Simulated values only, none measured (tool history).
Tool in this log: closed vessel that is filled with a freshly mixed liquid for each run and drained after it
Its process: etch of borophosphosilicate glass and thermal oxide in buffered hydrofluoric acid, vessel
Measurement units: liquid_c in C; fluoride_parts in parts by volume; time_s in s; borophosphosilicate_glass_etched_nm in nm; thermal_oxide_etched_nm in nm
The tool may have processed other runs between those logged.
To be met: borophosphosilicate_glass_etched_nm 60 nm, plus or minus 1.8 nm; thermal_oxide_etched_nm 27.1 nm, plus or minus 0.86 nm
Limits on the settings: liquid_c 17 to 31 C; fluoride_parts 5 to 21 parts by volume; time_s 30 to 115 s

| run | hour | liquid_c | fluoride_parts | time_s | borophosphosilicate_glass_etched_nm | thermal_oxide_etched_nm |
|---|---|---|---|---|---|---|
| 1 | 0 | 23 | 13 | 60 | 112.07 | 50.582 |
| 2 | 2 | 22 | 14 | 60 | 97.614 | 43.887 |
| 3 | 8.3 | 25.5 | 14 | 60 | 118.95 | 53.381 |
| 4 | 10.5 | 25.5 | 17 | 60 | 98.341 | 44.45 |
| 5 | 18.3 | 25.5 | 20.5 | 60 | 80.241 | 37.301 |
| 6 | 19.5 | 24.5 | 20.5 | 60 | 77.248 | 35.077 |
| 7 | 22.6 | 23.5 | 20.5 | 60 | 74.452 | 33.081 |
| 8 | 28.4 | 23 | 20.5 | 60 | 71.63 | 32.715 |
| 9 | 34.1 | 22.5 | 20.5 | 60 | 69.091 | 32.082 |
| 10 | 42.7 | 22 | 20.5 | 60 | 66.581 | 30.701 |
| 11 | 47.5 | 21.5 | 20.5 | 60 | 66.092 | 29.693 |

Which of these 4 next moves meets every target?
| A | 52.3 | 20 | 20 | 55 | ? | ? |
| B | 52.3 | 21 | 20 | 50 | ? | ? |
| C | 52.3 | 19.5 | 20 | 60 | ? | ? |
| D | 52.3 | 19 | 19 | 70 | ? | ? |

| move | borophosphosilicate_glass_etched_nm | thermal_oxide_etched_nm |
|---|---|---|
| A | 56.753 | 25.577 |
| B | 54.531 | 24.59 |
| C | 60.214 | 27.128 |
| D | 71.884 | 32.37 |
A: carries the result that was furthest off beyond its target, to the other side
B: carries the result that was furthest off beyond its target, to the other side
C: all results in spec
D: misses by more than the last run did
Correct choice: C, which meets every target

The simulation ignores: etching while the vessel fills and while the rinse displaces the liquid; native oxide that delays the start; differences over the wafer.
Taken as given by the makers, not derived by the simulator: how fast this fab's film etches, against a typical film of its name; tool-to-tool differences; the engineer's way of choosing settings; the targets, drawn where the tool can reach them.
